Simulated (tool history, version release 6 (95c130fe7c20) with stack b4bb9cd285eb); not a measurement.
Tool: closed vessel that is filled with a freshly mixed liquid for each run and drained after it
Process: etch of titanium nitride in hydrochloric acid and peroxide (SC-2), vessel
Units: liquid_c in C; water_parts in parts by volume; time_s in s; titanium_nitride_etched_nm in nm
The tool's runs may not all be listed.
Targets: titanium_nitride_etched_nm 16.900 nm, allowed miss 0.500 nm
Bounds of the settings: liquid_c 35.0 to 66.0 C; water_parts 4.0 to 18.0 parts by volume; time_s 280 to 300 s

run,hour,liquid_c,water_parts,time_s,titanium_nitride_etched_nm
1,0.0,50.0,10.0,280,14.725
2,6.2,50.0,11.5,280,13.040
3,13.1,50.0,14.0,280,10.913
4,17.4,52.0,14.0,280,12.721
5,20.5,52.0,14.0,300,13.679
6,29.3,53.0,14.0,300,14.244
7,36.6,56.5,14.0,300,18.124
8,40.0,56.0,14.0,300,17.667

5 next moves are on the table. One of them brings every result within its allowed miss. Which?
A,43.4,55.5,15.0,295,?
B,43.4,58.0,15.0,295,?
C,43.4,54.5,13.0,280,?
D,43.4,55.0,13.0,290,?
E,43.4,56.0,13.0,295,?

move,titanium_nitride_etched_nm
A,15.754
B,18.487
C,15.886
D,16.995
E,18.439
A: takes the result that was furthest off past its target
B: further off than the last run
C: takes the result that was furthest off past its target
D: meets every target
E: further off than the last run
Answer: D
